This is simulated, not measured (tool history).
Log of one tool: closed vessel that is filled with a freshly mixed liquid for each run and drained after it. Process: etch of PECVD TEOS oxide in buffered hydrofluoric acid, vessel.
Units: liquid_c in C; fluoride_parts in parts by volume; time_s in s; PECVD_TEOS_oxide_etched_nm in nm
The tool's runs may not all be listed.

{"run": 1, "hour": 0.0, "liquid_c": 20, "fluoride_parts": 14, "time_s": 95, "PECVD_TEOS_oxide_etched_nm": 134.29}
{"run": 2, "hour": 6.6, "liquid_c": 19, "fluoride_parts": 15, "time_s": 95, "PECVD_TEOS_oxide_etched_nm": 116.07}
{"run": 3, "hour": 7.7, "liquid_c": 18.5, "fluoride_parts": 16, "time_s": 95, "PECVD_TEOS_oxide_etched_nm": 106.2}
{"run": 4, "hour": 9.3, "liquid_c": 17, "fluoride_parts": 16, "time_s": 95, "PECVD_TEOS_oxide_etched_nm": 97.402}
{"run": 5, "hour": 10.0, "liquid_c": 17, "fluoride_parts": 16.5, "time_s": 95, "PECVD_TEOS_oxide_etched_nm": 95.037}
{"run": 6, "hour": 17.3, "liquid_c": 17, "fluoride_parts": 17, "time_s": 95, "PECVD_TEOS_oxide_etched_nm": 91.201}

Run 7 comes next. What will it give?
{"run": 7, "hour": 22.8, "liquid_c": 17, "fluoride_parts": 17.5, "time_s": 95, "PECVD_TEOS_oxide_etched_nm": "?"}

{"run 7": {"PECVD_TEOS_oxide_etched_nm": 88.953}}
